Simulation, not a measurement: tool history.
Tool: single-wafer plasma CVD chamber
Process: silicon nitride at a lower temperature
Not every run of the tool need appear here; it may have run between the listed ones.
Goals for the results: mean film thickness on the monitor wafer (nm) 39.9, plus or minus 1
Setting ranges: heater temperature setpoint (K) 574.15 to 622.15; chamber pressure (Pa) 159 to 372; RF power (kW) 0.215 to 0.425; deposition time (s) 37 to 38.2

run  hour  heater temperature setpoint (K)  chamber pressure (Pa)  RF power (kW)  deposition time (s)  mean film thickness on the monitor wafer (nm)
  1     0                           598.15                    265           0.32                   37                                         47.312
  2   5.3                           598.15                    256          0.315                   37                                         46.862
  3   6.9                           590.15                    256          0.315                   37                                         46.757
  4  10.3                           590.15                    279          0.315                   37                                         47.284
  5  16.2                           590.15                    279          0.295                   37                                          44.74
  6  20.2                           590.15                    276           0.29                   37                                         44.042
  7  20.8                           590.15                    273          0.285                   37                                         43.351
  8  29.3                           590.15                    269           0.28                   37                                         42.441
  9  35.2                           590.15                    265           0.28                   37                                         42.891
 10  40.7                           590.15                    264          0.275                   37                                         41.639
     45.4  -- RF generator calibrated
 11  45.4                           590.15                    261          0.275                   37                                         44.393
 12  46.9                           590.15                    269           0.27                   37                                         44.117
 13  50.4                           589.15                    264          0.265                   37                                         43.293
 14  57.7                           589.15                    269           0.26                   37                                         42.678
 15  58.2                           589.15                    269           0.26                   37                                         42.452

4 candidate next runs follow, results not yet known. Just one meets every target within its allowed miss. Identify it.
  A  58.7                           587.15                    253          0.235                   37                                              ?
  B  58.7                           585.15                    275           0.26                 38.1                                              ?
  C  58.7                           593.15                    255          0.245                   37                                              ?
  D  58.7                           591.15                    264           0.23                   37                                              ?

move  mean film thickness on the monitor wafer (nm)
   A                                         38.695
   B                                         44.246
   C                                         40.195
   D                                          38.13
A: the result that was furthest off in the last run now lies on the other side of its target
B: misses by more than the last run did
C: all results in spec
D: the result that was furthest off in the last run now lies on the other side of its target
C meets every target.
